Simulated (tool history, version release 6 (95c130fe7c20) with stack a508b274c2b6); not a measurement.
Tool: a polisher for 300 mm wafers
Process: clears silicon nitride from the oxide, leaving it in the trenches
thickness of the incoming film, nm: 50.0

run,hour,flow of slurry (ml/min),pressure of the wafer on the pad (kPa),speed of the pad under the wafer (m/s),overpolish time after the end point (s),time until the end point was called (s)
1,0.0,250,20.0,0.76,20,85.009
2,5.4,255,22.8,0.76,20,77.136
3,12.3,255,22.8,0.76,20,74.367
4,17.7,315,22.8,0.76,20,74.337
5,26.0,315,22.8,0.94,20,61.730
6,31.1,315,23.4,0.94,20,61.733

The next listed run, before its measurement:
7,35.5,315,24.1,0.94,20,?

time until the end point was called (s): 59.003

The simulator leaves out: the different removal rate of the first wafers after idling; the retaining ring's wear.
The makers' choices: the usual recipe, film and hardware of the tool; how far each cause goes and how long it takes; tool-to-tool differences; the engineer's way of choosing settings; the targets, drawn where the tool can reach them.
